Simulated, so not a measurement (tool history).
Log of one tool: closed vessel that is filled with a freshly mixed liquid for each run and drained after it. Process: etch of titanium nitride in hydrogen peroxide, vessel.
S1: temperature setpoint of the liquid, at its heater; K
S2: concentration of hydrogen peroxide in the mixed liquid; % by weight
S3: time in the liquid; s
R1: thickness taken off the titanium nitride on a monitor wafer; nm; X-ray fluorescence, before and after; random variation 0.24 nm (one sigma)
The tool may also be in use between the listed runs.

| run | hour | S1 | S2 | S3 | R1 |
|---|---|---|---|---|---|
| 1 | 0.0 | 320.15 | 19.5 | 2105 | 40.122 |
| 2 | 2.5 | 320.15 | 23.5 | 2105 | 41.959 |
| 3 | 11.4 | 316.65 | 23.5 | 2105 | 31.900 |
| 4 | 14.9 | 313.15 | 23.5 | 2105 | 24.505 |
| 5 | 18.5 | 313.15 | 20.0 | 2105 | 23.816 |
| 6 | 26.9 | 316.65 | 20.0 | 2105 | 31.139 |
| 7 | 36.6 | 319.15 | 20.0 | 2105 | 37.541 |

The next listed run, before its measurement:
| 8 | 43.0 | 326.65 | 20.0 | 2105 | ? |

Run 8 gave R1 64.696 nm.
